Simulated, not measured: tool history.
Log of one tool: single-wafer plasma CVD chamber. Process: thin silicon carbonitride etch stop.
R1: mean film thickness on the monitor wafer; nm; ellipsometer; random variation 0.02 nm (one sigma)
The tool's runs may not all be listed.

Run 1, day 0.000: RF power (W) 210, deposition time (s) 13.1. Result: R1 6.8125 nm.
Run 2, day 0.108: RF power (W) 205, deposition time (s) 12.8. Result: R1 6.5224 nm.
Run 3, day 0.379: RF power (W) 205, deposition time (s) 11.3. Result: R1 5.7803 nm.
Run 4, day 0.429: RF power (W) 230, deposition time (s) 11.3. Result: R1 6.1027 nm.
Run 5, day 0.550: RF power (W) 230, deposition time (s) 10.3. Result: R1 5.5179 nm.
Run 6, day 0.812: RF power (W) 230, deposition time (s) 11.8. Result: R1 6.3678 nm.

The next listed run, before its measurement:
Run 7, day 1.046: RF power (W) 220, deposition time (s) 11.7. Result: R1 ?.

R1: 6.2049 nm
